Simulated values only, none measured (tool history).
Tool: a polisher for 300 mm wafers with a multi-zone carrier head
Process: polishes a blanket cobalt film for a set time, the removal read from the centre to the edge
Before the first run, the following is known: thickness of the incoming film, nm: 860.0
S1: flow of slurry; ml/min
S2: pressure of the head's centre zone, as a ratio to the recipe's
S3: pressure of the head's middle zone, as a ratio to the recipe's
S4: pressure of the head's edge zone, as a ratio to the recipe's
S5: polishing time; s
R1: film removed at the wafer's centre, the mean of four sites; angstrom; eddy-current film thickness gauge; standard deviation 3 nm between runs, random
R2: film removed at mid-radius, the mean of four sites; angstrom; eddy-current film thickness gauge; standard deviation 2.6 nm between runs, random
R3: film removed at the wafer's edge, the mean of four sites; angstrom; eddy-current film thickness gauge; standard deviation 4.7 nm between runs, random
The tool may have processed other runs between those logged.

run  hour   S1    S2    S3    S4  S5      R1      R2      R3
  1     0  150     1     1     1  87  2961.6  2964.5    3040
  2   7.2  150     1  1.05     1  87  2986.1  3060.8  3041.9
  3   9.3  160  1.02  1.07  1.02  89    3156  3246.4  3235.7
  4  16.2  160  1.09  1.07  1.02  89  3359.9  3267.2  3129.3
  5    22  135  1.09  1.07  1.02  89    3224  3136.2  2978.9
  6  30.5  150  1.11  1.08  1.04  90  3407.8  3284.2  3140.4
  7  34.1  160  1.12  1.09  1.06  91  3527.4  3379.3  3323.7
  8  40.9  170  1.13   1.1  1.06  92  3657.9  3490.8  3330.6
  9  49.2  180  1.14  1.11  1.08  93  3770.7  3617.4  3428.5
 10  56.5  185  1.15  1.12   1.1  94  3863.8  3703.9  3530.7
 11  61.8  190  1.16  1.13  1.11  95  3926.7  3722.8  3568.9
 12  64.6  195  1.16  1.14  1.12  96  4025.9  3827.6  3667.7

Run 13 comes next. What will it give?
 13  71.8  200  1.16  1.15  1.13  96   ?   ?   ?

Run 13 came out at R1 4024.8 angstrom, R2 3891 angstrom, R3 3640.7 angstrom.
